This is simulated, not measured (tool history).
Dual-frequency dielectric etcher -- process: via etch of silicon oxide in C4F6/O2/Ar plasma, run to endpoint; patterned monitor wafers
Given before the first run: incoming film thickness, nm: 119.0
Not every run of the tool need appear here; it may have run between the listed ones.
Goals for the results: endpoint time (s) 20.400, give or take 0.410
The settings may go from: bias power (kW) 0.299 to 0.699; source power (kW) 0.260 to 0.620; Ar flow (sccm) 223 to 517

run,hour,bias power (kW),source power (kW),Ar flow (sccm),endpoint time (s)
1,0.0,0.499,0.440,370,24.195
2,5.9,0.553,0.460,367,22.996
3,10.4,0.464,0.460,367,24.888
4,19.3,0.464,0.390,367,26.122
5,24.5,0.385,0.390,367,27.883
6,29.9,0.475,0.420,360,25.065
7,33.2,0.538,0.430,357,23.678
8,37.1,0.638,0.490,345,20.948

Next run, 5 choices. One meets every target within its allowed miss, the rest don't. Which?
A,41.0,0.648,0.430,370,?
B,41.0,0.600,0.510,285,?
C,41.0,0.636,0.450,334,?
D,41.0,0.623,0.500,390,?
E,41.0,0.592,0.450,356,?

move,endpoint time (s)
A,21.766
B,20.243
C,21.227
D,21.266
E,22.128
A: further off than the last run
B: meets every target
C: further off than the last run
D: further off than the last run
E: further off than the last run
So the answer is move B, the one that meets all the targets.

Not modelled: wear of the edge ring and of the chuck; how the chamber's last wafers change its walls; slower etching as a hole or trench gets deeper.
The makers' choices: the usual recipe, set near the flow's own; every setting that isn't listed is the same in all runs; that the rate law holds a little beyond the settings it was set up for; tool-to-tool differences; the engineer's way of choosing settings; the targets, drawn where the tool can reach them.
